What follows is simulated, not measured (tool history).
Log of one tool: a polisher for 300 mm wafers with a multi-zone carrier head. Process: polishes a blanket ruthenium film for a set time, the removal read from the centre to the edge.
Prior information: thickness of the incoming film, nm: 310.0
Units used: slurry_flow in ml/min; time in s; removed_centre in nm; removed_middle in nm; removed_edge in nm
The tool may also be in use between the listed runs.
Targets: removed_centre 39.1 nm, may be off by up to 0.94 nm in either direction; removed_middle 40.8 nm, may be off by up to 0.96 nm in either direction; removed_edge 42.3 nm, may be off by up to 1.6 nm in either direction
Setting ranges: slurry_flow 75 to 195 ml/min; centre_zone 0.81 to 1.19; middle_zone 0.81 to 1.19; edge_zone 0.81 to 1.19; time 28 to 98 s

Run 1, hour 0: slurry_flow 125 ml/min, centre_zone 1, middle_zone 1, edge_zone 1, time 63 s. Result: removed_centre 86.683 nm, removed_middle 83.81 nm, removed_edge 83.191 nm.
Run 2, hour 0.8: slurry_flow 105 ml/min, centre_zone 1, middle_zone 1, edge_zone 1, time 63 s. Result: removed_centre 82.699 nm, removed_middle 81.276 nm, removed_edge 79.64 nm.
Run 3, hour 6.9: slurry_flow 105 ml/min, centre_zone 1, middle_zone 1, edge_zone 1, time 56 s. Result: removed_centre 71.86 nm, removed_middle 72.368 nm, removed_edge 69.511 nm.
Run 4, hour 10: slurry_flow 105 ml/min, centre_zone 1, middle_zone 1, edge_zone 1, time 62 s. Result: removed_centre 81.083 nm, removed_middle 79.665 nm, removed_edge 77.827 nm.
Run 5, hour 18.1: slurry_flow 105 ml/min, centre_zone 0.92, middle_zone 1, edge_zone 1, time 62 s. Result: removed_centre 74.698 nm, removed_middle 79.035 nm, removed_edge 78.126 nm.
Run 6, hour 21.7: slurry_flow 105 ml/min, centre_zone 0.92, middle_zone 1.06, edge_zone 1, time 62 s. Result: removed_centre 74.055 nm, removed_middle 82.541 nm, removed_edge 79.065 nm.
Run 7, hour 29.9: slurry_flow 95 ml/min, centre_zone 0.9, middle_zone 0.99, edge_zone 0.99, time 53 s. Result: removed_centre 59.257 nm, removed_middle 65.788 nm, removed_edge 65.763 nm.
Run 8, hour 38.6: slurry_flow 90 ml/min, centre_zone 0.9, middle_zone 0.94, edge_zone 0.95, time 47 s. Result: removed_centre 52.333 nm, removed_middle 55.692 nm, removed_edge 55.953 nm.
Run 9, hour 42.5: slurry_flow 85 ml/min, centre_zone 0.88, middle_zone 0.9, edge_zone 0.92, time 44 s. Result: removed_centre 46.733 nm, removed_middle 49.926 nm, removed_edge 51.012 nm.
Run 10, hour 44.2: slurry_flow 85 ml/min, centre_zone 0.87, middle_zone 0.87, edge_zone 0.89, time 42 s. Result: removed_centre 44.458 nm, removed_middle 46.243 nm, removed_edge 47.018 nm.
Run 11, hour 48.9: slurry_flow 80 ml/min, centre_zone 0.86, middle_zone 0.85, edge_zone 0.88, time 41 s. Result: removed_centre 41.508 nm, removed_middle 43.695 nm, removed_edge 45.935 nm.

4 next moves are on the table. One of them brings every result within its allowed miss. Which?
Run A, hour 53.6: slurry_flow 80 ml/min, centre_zone 0.95, middle_zone 0.81, edge_zone 0.88, time 37 s. Result: removed_centre ?, removed_middle ?, removed_edge ?.
Run B, hour 53.6: slurry_flow 85 ml/min, centre_zone 0.83, middle_zone 0.81, edge_zone 0.92, time 39 s. Result: removed_centre ?, removed_middle ?, removed_edge ?.
Run C, hour 53.6: slurry_flow 80 ml/min, centre_zone 0.86, middle_zone 0.84, edge_zone 0.81, time 39 s. Result: removed_centre ?, removed_middle ?, removed_edge ?.
Run D, hour 53.6: slurry_flow 85 ml/min, centre_zone 0.93, middle_zone 0.81, edge_zone 0.88, time 38 s. Result: removed_centre ?, removed_middle ?, removed_edge ?.

move  removed_centre  removed_middle  removed_edge
   A           41.09          37.874         42.44
   B          38.747          40.805        46.113
   C          39.181          40.864         43.41
   D          42.344          39.739        44.195
A: moves the result that the last run missed by most past its target, out the other side
B: puts the biggest miss on target and leaves a different result outside tolerance
C: hits every target within its allowed miss
D: moves the result that the last run missed by most past its target, out the other side
Answer: C

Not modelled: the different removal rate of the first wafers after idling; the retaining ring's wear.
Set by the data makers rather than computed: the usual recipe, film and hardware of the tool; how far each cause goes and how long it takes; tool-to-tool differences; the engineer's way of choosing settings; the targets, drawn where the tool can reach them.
